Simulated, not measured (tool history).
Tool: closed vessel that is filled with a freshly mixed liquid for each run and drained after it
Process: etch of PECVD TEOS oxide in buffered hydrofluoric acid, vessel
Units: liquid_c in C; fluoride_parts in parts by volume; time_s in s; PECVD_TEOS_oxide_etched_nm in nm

| run | day | liquid_c | fluoride_parts | time_s | PECVD_TEOS_oxide_etched_nm |
|---|---|---|---|---|---|
| 1 | 0.000 | 23.0 | 10.0 | 85 | 100.480 |
| 2 | 0.225 | 26.5 | 10.0 | 85 | 121.630 |
| 3 | 0.600 | 23.5 | 10.0 | 85 | 103.140 |
| 4 | 0.858 | 23.5 | 8.0 | 85 | 126.590 |
| 5 | 1.150 | 25.0 | 8.0 | 85 | 134.940 |
| 6 | 1.425 | 24.0 | 8.5 | 85 | 120.190 |
| 7 | 1.496 | 23.5 | 8.5 | 85 | 120.320 |
| 8 | 1.646 | 23.5 | 8.5 | 85 | 118.810 |
| 9 | 1.721 | 23.5 | 8.5 | 85 | 116.160 |
| 10 | 2.004 | 23.0 | 8.5 | 85 | 115.870 |
| 11 | 2.154 | 22.5 | 9.0 | 85 | 107.230 |
| 12 | 2.500 | 22.5 | 9.0 | 85 | 103.470 |
| 13 | 2.604 | 22.0 | 9.0 | 85 | 101.620 |
| 14 | 2.646 | 21.5 | 9.0 | 85 | 96.798 |
| 15 | 3.029 | 21.0 | 9.0 | 85 | 94.187 |
| 16 | 3.129 | 20.5 | 9.0 | 85 | 94.412 |

Run 17 comes next. What will it give?
| 17 | 3.350 | 17.0 | 11.5 | 85 | ? |

{"run 17": {"PECVD_TEOS_oxide_etched_nm": 63.152}}
